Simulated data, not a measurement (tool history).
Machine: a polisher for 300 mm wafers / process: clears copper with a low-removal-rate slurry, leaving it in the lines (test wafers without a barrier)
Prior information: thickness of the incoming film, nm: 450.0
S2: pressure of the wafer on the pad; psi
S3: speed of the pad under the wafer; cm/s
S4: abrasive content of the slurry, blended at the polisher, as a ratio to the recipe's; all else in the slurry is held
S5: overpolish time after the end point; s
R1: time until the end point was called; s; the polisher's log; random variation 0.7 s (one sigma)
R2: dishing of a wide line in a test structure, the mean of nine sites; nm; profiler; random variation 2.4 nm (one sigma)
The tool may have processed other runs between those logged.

run 1 hour=0.0 | flow_of_slurry_(ml/min)=275 S2=3.3 S3=142 S4=1.00 S5=22 | R1=92.537 R2=82.647
run 2 hour=3.5 | flow_of_slurry_(ml/min)=275 S2=3.3 S3=142 S4=1.00 S5=31 | R1=92.722 R2=102.440
run 3 hour=7.6 | flow_of_slurry_(ml/min)=275 S2=3.4 S3=142 S4=1.00 S5=30 | R1=91.213 R2=101.730
run 4 hour=12.6 | flow_of_slurry_(ml/min)=275 S2=3.4 S3=142 S4=1.00 S5=35 | R1=91.882 R2=111.250
run 5 hour=16.4 | flow_of_slurry_(ml/min)=275 S2=3.5 S3=142 S4=1.00 S5=33 | R1=91.001 R2=109.060
run 6 hour=21.6 | flow_of_slurry_(ml/min)=275 S2=3.5 S3=142 S4=0.85 S5=33 | R1=91.935 R2=112.240
run 7 hour=24.5 | flow_of_slurry_(ml/min)=280 S2=3.6 S3=142 S4=0.85 S5=31 | R1=90.165 R2=102.930
run 8 hour=30.2 | flow_of_slurry_(ml/min)=280 S2=3.7 S3=142 S4=0.85 S5=30 | R1=90.902 R2=103.890
run 9 hour=37.1 | flow_of_slurry_(ml/min)=280 S2=3.9 S3=142 S4=0.85 S5=29 | R1=87.104 R2=101.800
run 10 hour=44.7 | flow_of_slurry_(ml/min)=280 S2=4.0 S3=142 S4=0.85 S5=29 | R1=84.853 R2=105.640

What will run 11 give?
run 11 hour=45.7 | flow_of_slurry_(ml/min)=280 S2=4.1 S3=142 S4=0.85 S5=28 | R1=? R2=?

{"run 11": {"R1": 84.597, "R2": 102.57}}
